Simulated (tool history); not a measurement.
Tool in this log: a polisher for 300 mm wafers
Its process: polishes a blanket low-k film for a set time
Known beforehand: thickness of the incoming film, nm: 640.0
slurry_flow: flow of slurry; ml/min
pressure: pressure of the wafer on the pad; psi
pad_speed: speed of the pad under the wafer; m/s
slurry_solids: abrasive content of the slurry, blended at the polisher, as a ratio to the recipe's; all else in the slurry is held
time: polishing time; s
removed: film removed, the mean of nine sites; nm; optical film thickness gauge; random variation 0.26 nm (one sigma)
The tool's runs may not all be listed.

Run 1, hour 0.0: slurry_flow 190 ml/min, pressure 2.0 psi, pad_speed 0.82 m/s, slurry_solids 1.0, time 70 s. Result: removed 17.513 nm.
Run 2, hour 9.0: slurry_flow 205 ml/min, pressure 2.4 psi, pad_speed 0.90 m/s, slurry_solids 1.0, time 70 s. Result: removed 21.711 nm.
Run 3, hour 15.3: slurry_flow 170 ml/min, pressure 2.4 psi, pad_speed 0.90 m/s, slurry_solids 1.0, time 70 s. Result: removed 20.942 nm.
Run 4, hour 16.1: slurry_flow 170 ml/min, pressure 2.4 psi, pad_speed 0.98 m/s, slurry_solids 1.0, time 70 s. Result: removed 22.105 nm.
Run 5, hour 21.6: slurry_flow 170 ml/min, pressure 1.9 psi, pad_speed 0.98 m/s, slurry_solids 1.0, time 70 s. Result: removed 18.130 nm.
Run 6, hour 27.9: slurry_flow 200 ml/min, pressure 2.3 psi, pad_speed 1.08 m/s, slurry_solids 1.0, time 70 s. Result: removed 23.402 nm.
Run 7, hour 35.7: slurry_flow 200 ml/min, pressure 2.9 psi, pad_speed 1.26 m/s, slurry_solids 1.1, time 70 s. Result: removed 32.315 nm.
Run 8, hour 36.3: slurry_flow 210 ml/min, pressure 3.0 psi, pad_speed 1.26 m/s, slurry_solids 1.2, time 71 s. Result: removed 35.689 nm.
Run 9, hour 42.9: slurry_flow 210 ml/min, pressure 3.0 psi, pad_speed 1.26 m/s, slurry_solids 1.2, time 71 s. Result: removed 35.009 nm.

Run 10 is up next; what results do you expect?
Run 10, hour 46.4: slurry_flow 215 ml/min, pressure 3.0 psi, pad_speed 1.26 m/s, slurry_solids 1.3, time 72 s. Result: removed ?.

removed: 36.965 nm

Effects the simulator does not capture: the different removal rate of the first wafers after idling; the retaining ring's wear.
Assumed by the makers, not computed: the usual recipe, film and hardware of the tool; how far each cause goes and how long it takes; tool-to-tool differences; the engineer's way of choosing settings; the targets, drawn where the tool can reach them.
